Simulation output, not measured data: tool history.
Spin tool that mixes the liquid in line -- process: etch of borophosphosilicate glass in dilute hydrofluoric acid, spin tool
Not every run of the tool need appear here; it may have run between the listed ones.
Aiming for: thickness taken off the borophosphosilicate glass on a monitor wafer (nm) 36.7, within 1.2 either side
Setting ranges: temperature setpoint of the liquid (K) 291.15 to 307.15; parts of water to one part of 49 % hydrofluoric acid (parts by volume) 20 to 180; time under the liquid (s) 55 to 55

run	hour	temperature setpoint of the liquid (K)	parts of water to one part of 49 % hydrofluoric acid (parts by volume)	time under the liquid (s)	thickness taken off the borophosphosilicate glass on a monitor wafer (nm)
1	0	299.15	100	55	21.688
2	2.1	301.65	100	55	23.998
3	3.7	301.65	80	55	30.734
4	5.3	301.65	80	55	30.743
5	6.1	302.65	80	55	31.468
6	14.7	302.65	80	55	32.336
7	17.8	303.15	80	55	32.875
8	20.2	303.15	80	55	32.493
9	22.8	303.65	80	55	32.996
10	26.1	303.65	80	55	33.95
11	29.8	304.15	80	55	33.582
12	33.2	304.65	80	55	34.601
13	37.2	305.15	80	55	35.164

Which of these 5 next moves meets every target?
A	41.2	306.15	85	55	?
B	41.2	304.65	75	55	?
C	41.2	302.15	75	55	?
D	41.2	305.65	85	55	?
E	41.2	304.65	80	55	?

move	thickness taken off the borophosphosilicate glass on a monitor wafer (nm)
A	33.519
B	36.472
C	33.146
D	32.903
E	33.934
A: misses by more than the last run did
B: in spec on every target
C: misses by more than the last run did
D: misses by more than the last run did
E: misses by more than the last run did
Correct choice: B, which meets every target
